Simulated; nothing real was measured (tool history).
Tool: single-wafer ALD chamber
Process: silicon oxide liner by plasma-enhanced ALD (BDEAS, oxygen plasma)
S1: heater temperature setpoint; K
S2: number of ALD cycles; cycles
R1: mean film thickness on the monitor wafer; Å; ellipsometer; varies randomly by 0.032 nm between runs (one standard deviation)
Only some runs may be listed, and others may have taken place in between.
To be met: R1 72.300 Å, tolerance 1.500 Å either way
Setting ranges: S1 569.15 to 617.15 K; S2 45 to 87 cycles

{"run": 1, "hour": 0.0, "S1": 593.15, "S2": 66, "R1": 61.102}
{"run": 2, "hour": 7.1, "S1": 586.15, "S2": 66, "R1": 62.131}
{"run": 3, "hour": 10.6, "S1": 578.15, "S2": 66, "R1": 63.088}
{"run": 4, "hour": 19.0, "S1": 578.15, "S2": 67, "R1": 63.887}
{"run": 5, "hour": 21.9, "S1": 578.15, "S2": 68, "R1": 65.206}
{"run": 6, "hour": 22.8, "S1": 578.15, "S2": 69, "R1": 66.257}
{"run": 7, "hour": 29.0, "S1": 578.15, "S2": 70, "R1": 66.398}
{"run": 8, "hour": 30.8, "S1": 578.15, "S2": 71, "R1": 67.263}
{"run": 9, "hour": 36.7, "S1": 578.15, "S2": 72, "R1": 68.847}

Next run, 5 choices. One meets every target within its allowed miss, the rest don't. Which?
{"run": "A", "hour": 42.6, "S1": 580.15, "S2": 68, "R1": "?"}
{"run": "B", "hour": 42.6, "S1": 582.15, "S2": 67, "R1": "?"}
{"run": "C", "hour": 42.6, "S1": 598.15, "S2": 78, "R1": "?"}
{"run": "D", "hour": 42.6, "S1": 578.15, "S2": 65, "R1": "?"}
{"run": "E", "hour": 42.6, "S1": 586.15, "S2": 72, "R1": "?"}

move=A R1=65.006
move=B R1=63.845
move=C R1=72.412
move=D R1=62.338
move=E R1=68.167
A: the biggest miss grows against the last run
B: the biggest miss grows against the last run
C: in spec on every target
D: the biggest miss grows against the last run
E: the biggest miss grows against the last run
Answer: C
